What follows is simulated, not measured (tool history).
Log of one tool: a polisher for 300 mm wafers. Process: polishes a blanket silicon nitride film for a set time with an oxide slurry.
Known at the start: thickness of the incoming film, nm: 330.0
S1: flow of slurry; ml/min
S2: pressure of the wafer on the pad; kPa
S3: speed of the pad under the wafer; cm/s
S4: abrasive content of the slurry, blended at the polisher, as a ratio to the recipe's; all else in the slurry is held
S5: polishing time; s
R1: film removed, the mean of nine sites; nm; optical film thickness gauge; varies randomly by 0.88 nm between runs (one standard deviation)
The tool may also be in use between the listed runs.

run,hour,S1,S2,S3,S4,S5,R1
1,0.0,220,17.2,134,1.00,83,54.560
2,8.0,220,17.2,134,1.15,83,58.982
3,14.1,220,17.2,134,1.15,87,60.901
4,19.1,220,18.6,134,1.15,87,64.704
5,23.4,220,18.6,104,1.15,87,54.036
6,24.2,180,18.6,104,1.15,87,52.100

Run 7 has not been measured yet. What should we expect?
# hour 30.3: head pressure recalibrated
7,30.3,180,18.6,104,1.15,87,?

{"run 7": {"R1": 48.025}}
